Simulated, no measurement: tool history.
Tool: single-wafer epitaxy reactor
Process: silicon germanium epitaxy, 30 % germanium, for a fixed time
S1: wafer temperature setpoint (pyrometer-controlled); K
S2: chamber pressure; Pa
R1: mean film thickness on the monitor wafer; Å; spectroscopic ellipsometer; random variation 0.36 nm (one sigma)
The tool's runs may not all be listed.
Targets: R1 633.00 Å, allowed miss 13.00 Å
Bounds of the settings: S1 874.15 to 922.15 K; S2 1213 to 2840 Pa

Run 1, hour 0.0: S1 898.15 K, S2 2026 Pa. Result: R1 861.36 Å.
Run 2, hour 8.3: S1 898.15 K, S2 1787 Pa. Result: R1 799.93 Å.
Run 3, hour 11.1: S1 896.15 K, S2 1787 Pa. Result: R1 768.18 Å.
Run 4, hour 16.5: S1 894.15 K, S2 1787 Pa. Result: R1 741.43 Å.
Run 5, hour 24.0: S1 884.15 K, S2 1787 Pa. Result: R1 600.85 Å.
Run 6, hour 24.8: S1 884.15 K, S2 1587 Pa. Result: R1 565.62 Å.
Run 7, hour 31.2: S1 885.15 K, S2 1587 Pa. Result: R1 580.22 Å.
Run 8, hour 37.1: S1 886.15 K, S2 1587 Pa. Result: R1 585.34 Å.
Run 9, hour 43.1: S1 887.15 K, S2 1587 Pa. Result: R1 606.79 Å.
Run 10, hour 50.2: S1 888.15 K, S2 1587 Pa. Result: R1 614.70 Å.

4 next moves are on the table. One of them brings every result within its allowed miss. Which?
Run A, hour 57.3: S1 891.15 K, S2 1360 Pa. Result: R1 ?.
Run B, hour 57.3: S1 887.15 K, S2 1573 Pa. Result: R1 ?.
Run C, hour 57.3: S1 886.15 K, S2 1787 Pa. Result: R1 ?.
Run D, hour 57.3: S1 888.15 K, S2 1480 Pa. Result: R1 ?.

move      R1
   A  594.84
   B  599.77
   C  632.01
   D  590.11
A: further off than the last run
B: further off than the last run
C: meets every target
D: further off than the last run
Move C is the one to make.
